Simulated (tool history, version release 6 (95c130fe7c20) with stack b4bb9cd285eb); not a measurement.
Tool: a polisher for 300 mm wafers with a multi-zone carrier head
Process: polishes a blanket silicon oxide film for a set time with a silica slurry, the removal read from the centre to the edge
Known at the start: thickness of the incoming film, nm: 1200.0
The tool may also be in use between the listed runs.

run	hour	flow of slurry (ml/min)	pressure of the head's centre zone	pressure of the head's middle zone	pressure of the head's edge zone	abrasive content of the slurry	polishing time (s)	film removed at the wafer's centre (Å)	film removed at mid-radius (Å)	film removed at the wafer's edge (Å)
1	0	295	1	1	1	1	54	2448	2422.2	2440.3
2	6.2	290	0.97	0.98	1	0.9	49	2024.5	2058.5	2104.8
3	9.5	285	0.95	0.96	1	0.85	45	1769	1838.5	1864.5
4	15.4	350	0.95	0.96	1	0.85	45	1813.6	1824.6	1859.3
5	18	350	0.88	0.96	1	0.85	45	1672.3	1795.8	1841.2
6	24.4	350	0.82	0.96	1	0.85	45	1564.9	1820.6	1919.3
7	31.5	350	0.82	0.94	1	0.8	42	1402.2	1617.8	1700
8	37.6	350	0.82	0.92	1.01	0.75	40	1299.2	1430.1	1572
9	45.6	345	0.82	0.91	1	0.7	39	1179.2	1332.2	1453.5

Forecast run 10:
10	49.1	345	0.82	0.89	0.99	0.65	39	?	?	?

{"run 10": {"film removed at the wafer's centre (Å)": 1144.4, "film removed at mid-radius (Å)": 1245.2, "film removed at the wafer's edge (Å)": 1385.7}}
